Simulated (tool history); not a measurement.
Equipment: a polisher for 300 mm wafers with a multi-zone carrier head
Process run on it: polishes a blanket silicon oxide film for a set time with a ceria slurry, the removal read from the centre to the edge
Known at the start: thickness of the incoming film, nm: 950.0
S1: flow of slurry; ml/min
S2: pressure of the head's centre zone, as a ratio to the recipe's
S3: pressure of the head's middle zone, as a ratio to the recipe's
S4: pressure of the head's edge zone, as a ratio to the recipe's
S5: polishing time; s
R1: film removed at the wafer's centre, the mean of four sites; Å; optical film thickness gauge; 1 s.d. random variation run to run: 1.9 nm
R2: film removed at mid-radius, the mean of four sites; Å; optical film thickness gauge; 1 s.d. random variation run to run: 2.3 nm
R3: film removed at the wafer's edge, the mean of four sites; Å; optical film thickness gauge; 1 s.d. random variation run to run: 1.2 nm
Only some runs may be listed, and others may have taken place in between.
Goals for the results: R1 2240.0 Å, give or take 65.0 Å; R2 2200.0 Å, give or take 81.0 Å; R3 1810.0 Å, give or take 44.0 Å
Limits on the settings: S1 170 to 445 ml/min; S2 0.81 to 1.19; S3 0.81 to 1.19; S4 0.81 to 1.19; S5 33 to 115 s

run,day,S1,S2,S3,S4,S5,R1,R2,R3
1,0.000,285,1.00,1.00,1.00,73,2294.2,2237.8,2229.4
2,0.208,280,1.02,1.02,0.95,71,2179.5,2195.5,2080.7
3,0.262,275,1.06,1.03,0.92,71,2294.2,2175.5,2061.2
4,0.504,275,1.06,1.08,0.92,71,2325.2,2298.6,2058.7
5,0.688,275,1.06,1.08,0.92,58,1883.5,1900.0,1677.5
6,1.000,320,1.06,1.08,0.92,58,1948.1,1911.0,1692.9
7,1.371,330,1.07,1.11,0.93,59,1963.9,2008.9,1730.4
8,1.667,335,1.10,1.13,0.94,59,2047.4,2026.3,1760.5
9,1.967,340,1.11,1.14,0.93,60,2073.9,2076.0,1763.2
10,2.042,345,1.13,1.15,0.93,60,2138.0,2105.1,1774.4
11,2.312,350,1.14,1.16,0.93,60,2161.0,2083.6,1793.3
12,2.383,355,1.14,1.17,0.92,60,2151.9,2134.4,1764.9

Which single option among these 4 for the next run brings every result within its allowed miss of target? Just one does.
A,2.454,370,1.13,1.16,0.89,62,?,?,?
B,2.454,365,1.07,1.16,0.91,62,?,?,?
C,2.454,315,1.09,1.18,0.96,61,?,?,?
D,2.454,335,1.07,1.15,0.99,59,?,?,?

move,R1,R2,R3
A,2241.3,2208.5,1802.5
B,2118.9,2206.6,1819.4
C,2092.6,2173.2,1815.7
D,1999.3,2068.1,1791.0
A: every result within its allowed miss
B: lands further from the targets than the last run did
C: lands further from the targets than the last run did
D: lands further from the targets than the last run did
Correct choice: A, which meets every target
